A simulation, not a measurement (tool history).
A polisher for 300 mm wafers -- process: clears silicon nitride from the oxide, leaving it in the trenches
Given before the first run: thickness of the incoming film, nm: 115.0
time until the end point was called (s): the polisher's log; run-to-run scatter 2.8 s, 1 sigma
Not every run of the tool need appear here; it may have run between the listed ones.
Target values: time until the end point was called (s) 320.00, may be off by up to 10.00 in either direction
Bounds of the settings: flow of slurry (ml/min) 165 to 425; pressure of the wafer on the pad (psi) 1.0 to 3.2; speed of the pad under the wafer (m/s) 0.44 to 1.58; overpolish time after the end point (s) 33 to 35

run	day	flow of slurry (ml/min)	pressure of the wafer on the pad (psi)	speed of the pad under the wafer (m/s)	overpolish time after the end point (s)	time until the end point was called (s)
1	0.000	275	2.1	1.00	33	152.01
2	0.292	275	2.0	0.98	33	164.24
3	0.633	315	2.0	0.98	33	160.97
4	0.904	315	2.0	0.98	33	158.52
5	1.171	315	2.0	0.98	35	159.16
6	1.500	310	1.9	0.96	35	173.39
7	1.554	305	1.8	0.94	35	183.42
8	1.658	300	1.7	0.92	35	199.44
9	1.975	280	1.1	0.80	35	346.98
10	2.283	285	1.1	0.80	35	349.35
11	2.408	290	1.1	0.80	35	350.56
12	2.462	295	1.1	0.80	35	342.56
13	2.604	300	1.1	0.80	35	346.68
# day 2.658: slurry nozzle cleaned
14	2.658	305	1.2	0.80	35	302.94
15	2.812	300	1.2	0.80	35	301.46
16	2.967	295	1.2	0.80	35	309.67
17	3.233	285	1.2	0.80	35	306.64
18	3.404	285	1.1	0.80	35	332.99
19	3.488	290	1.2	0.80	35	304.02

Pick the move, out of 4, that brings all results within their allowed miss; only one does.
A	3.571	260	1.2	0.78	33	?
B	3.571	270	1.5	0.68	35	?
C	3.571	300	1.4	0.70	35	?
D	3.571	270	1.2	0.88	35	?

move	time until the end point was called (s)
A	312.81
B	284.72
C	293.20
D	279.19
A: each result inside its tolerance
B: further off than the last run
C: further off than the last run
D: further off than the last run
So the answer is move A, the one that meets all the targets.
